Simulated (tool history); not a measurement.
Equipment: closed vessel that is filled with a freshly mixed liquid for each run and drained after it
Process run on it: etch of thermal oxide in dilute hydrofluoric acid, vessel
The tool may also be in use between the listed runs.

| run | hour | temperature setpoint of the liquid (C) | parts of water to one part of 49 % hydrofluoric acid (parts by volume) | time in the liquid (s) | thickness taken off the thermal oxide on a monitor wafer (Å) |
|---|---|---|---|---|---|
| 1 | 0 | 25 | 70 | 720 | 608.53 |
| 2 | 6.1 | 25 | 70 | 780 | 663.09 |
| 3 | 13.5 | 25 | 80 | 780 | 572.19 |
| 4 | 18.5 | 25 | 80 | 780 | 569.46 |
| 5 | 24.1 | 27 | 70 | 780 | 712.48 |
| 6 | 28.8 | 28.5 | 60 | 780 | 909.64 |

Forecast run 7:
| 7 | 32.8 | 29.5 | 55 | 780 | ? |

Run 7 produced thickness taken off the thermal oxide on a monitor wafer (Å) 1019.8.
